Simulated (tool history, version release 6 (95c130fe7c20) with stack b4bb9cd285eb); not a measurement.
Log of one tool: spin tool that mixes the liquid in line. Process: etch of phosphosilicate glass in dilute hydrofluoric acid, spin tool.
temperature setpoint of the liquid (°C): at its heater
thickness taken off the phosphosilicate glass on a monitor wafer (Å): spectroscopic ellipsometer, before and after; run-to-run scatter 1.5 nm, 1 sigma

run,hour,temperature setpoint of the liquid (°C),parts of water to one part of 49 % hydrofluoric acid (parts by volume),time under the liquid (s),thickness taken off the phosphosilicate glass on a monitor wafer (Å)
1,0.0,23.0,65,50,1251.9
2,3.2,23.0,65,50,1228.8
3,6.5,25.0,65,50,1364.0
4,15.0,25.0,65,50,1358.1
5,23.4,26.0,65,50,1414.5
6,25.8,27.0,65,50,1500.3
7,28.4,27.5,65,50,1501.8
8,33.0,28.0,65,50,1543.5

What does the tool deliver on the next run?
9,38.2,28.5,65,50,?

{"run 9": {"thickness taken off the phosphosilicate glass on a monitor wafer (Å)": 1558.2}}
